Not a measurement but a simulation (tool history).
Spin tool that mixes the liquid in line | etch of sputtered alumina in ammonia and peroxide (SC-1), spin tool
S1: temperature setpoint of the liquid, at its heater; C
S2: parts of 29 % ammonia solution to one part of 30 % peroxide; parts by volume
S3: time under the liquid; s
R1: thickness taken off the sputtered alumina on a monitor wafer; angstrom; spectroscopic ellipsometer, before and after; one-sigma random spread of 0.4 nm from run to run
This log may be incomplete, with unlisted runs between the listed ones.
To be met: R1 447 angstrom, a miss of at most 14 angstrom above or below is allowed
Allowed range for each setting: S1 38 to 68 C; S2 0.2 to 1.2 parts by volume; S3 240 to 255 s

run 1 day=0 | S1=52 S2=0.9 S3=240 | R1=247.42
run 2 day=0.188 | S1=52 S2=0.6 S3=240 | R1=238.22
run 3 day=0.333 | S1=52 S2=0.8 S3=240 | R1=244.59
run 4 day=0.417 | S1=46 S2=0.8 S3=240 | R1=176.15
run 5 day=0.758 | S1=51 S2=0.8 S3=240 | R1=232.18
-- day=0.8 new drum of ammonia solution connected
run 6 day=0.8 | S1=51 S2=0.95 S3=240 | R1=238.97
run 7 day=0.979 | S1=54 S2=0.95 S3=240 | R1=279.54
run 8 day=1.1 | S1=62 S2=1 S3=240 | R1=433.51

Of the 5 settings listed for the next run, only one would bring every result within its allowed miss of target. Which one?
run A day=1.221 | S1=62.5 S2=0.35 S3=255 | R1=?
run B day=1.221 | S1=61 S2=0.95 S3=250 | R1=?
run C day=1.221 | S1=60.5 S2=0.95 S3=250 | R1=?
run D day=1.221 | S1=60.5 S2=0.75 S3=255 | R1=?
run E day=1.221 | S1=61.5 S2=1 S3=255 | R1=?

move=A R1=423.02
move=B R1=422.35
move=C R1=411.71
move=D R1=410.66
move=E R1=444.04
A: misses by more than the last run did
B: misses by more than the last run did
C: misses by more than the last run did
D: misses by more than the last run did
E: every result lands within tolerance
Answer: E
